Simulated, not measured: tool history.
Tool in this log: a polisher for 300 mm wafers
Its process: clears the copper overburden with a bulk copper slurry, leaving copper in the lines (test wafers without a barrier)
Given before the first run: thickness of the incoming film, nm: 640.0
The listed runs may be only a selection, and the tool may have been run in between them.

| run | hour | flow of slurry (ml/min) | pressure of the wafer on the pad (kPa) | speed of the pad under the wafer (m/s) | abrasive content of the slurry | overpolish time after the end point (s) | time until the end point was called (s) | dishing of a wide line in a test structure (Å) |
|---|---|---|---|---|---|---|---|---|
| 1 | 0 | 150 | 21.4 | 0.9 | 1 | 29 | 58.212 | 1046.5 |
| 2 | 5.9 | 150 | 21.4 | 1.12 | 1 | 29 | 48.453 | 1170.7 |
| 3 | 7.9 | 150 | 19.3 | 1.1 | 1 | 31 | 55.461 | 1067.1 |
| 4 | 10.9 | 150 | 15.2 | 1.1 | 1 | 31 | 70.461 | 972.3 |
| 5 | 17.5 | 135 | 15.2 | 1.1 | 1 | 31 | 70.408 | 975.45 |
| 6 | 25.6 | 135 | 15.2 | 0.88 | 1 | 31 | 86.799 | 876.68 |

Run 7 is up next; what results do you expect?
| 7 | 30.7 | 135 | 15.2 | 0.88 | 1 | 33 | ? | ? |

Logged for run 7: time until the end point was called (s) 89.736, dishing of a wide line in a test structure (Å) 906.4.
